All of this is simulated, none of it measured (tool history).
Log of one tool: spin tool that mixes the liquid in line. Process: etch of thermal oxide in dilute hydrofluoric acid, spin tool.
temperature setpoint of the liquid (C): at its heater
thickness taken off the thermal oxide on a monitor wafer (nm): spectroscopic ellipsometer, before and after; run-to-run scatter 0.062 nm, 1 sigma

run    day  temperature setpoint of the liquid (C)  parts of water to one part of 49 % hydrofluoric acid (parts by volume)  time under the liquid (s)  thickness taken off the thermal oxide on a monitor wafer (nm)
  1  0.000                                    25.0                                                                     270                         85                                                         1.3152
  2  0.058                                    27.0                                                                     205                         85                                                         1.9925
  3  0.304                                    27.0                                                                     205                         85                                                         1.9657
  4  0.512                                    27.0                                                                     205                         85                                                         1.9733
  5  0.612                                    24.5                                                                     205                         85                                                         1.8600
  6  0.838                                    26.0                                                                     165                         85                                                         2.5289
  7  1.129                                    26.5                                                                     140                         85                                                         3.1219
  8  1.321                                    26.5                                                                     140                         85                                                         3.0699
  9  1.396                                    27.5                                                                     130                         85                                                         3.4676
 10  1.504                                    28.5                                                                     125                         85                                                         3.7305

What will run 11 give?
 11  1.658                                    29.0                                                                     125                         85                                                              ?

{"run 11": {"thickness taken off the thermal oxide on a monitor wafer (nm)": 3.9082}}

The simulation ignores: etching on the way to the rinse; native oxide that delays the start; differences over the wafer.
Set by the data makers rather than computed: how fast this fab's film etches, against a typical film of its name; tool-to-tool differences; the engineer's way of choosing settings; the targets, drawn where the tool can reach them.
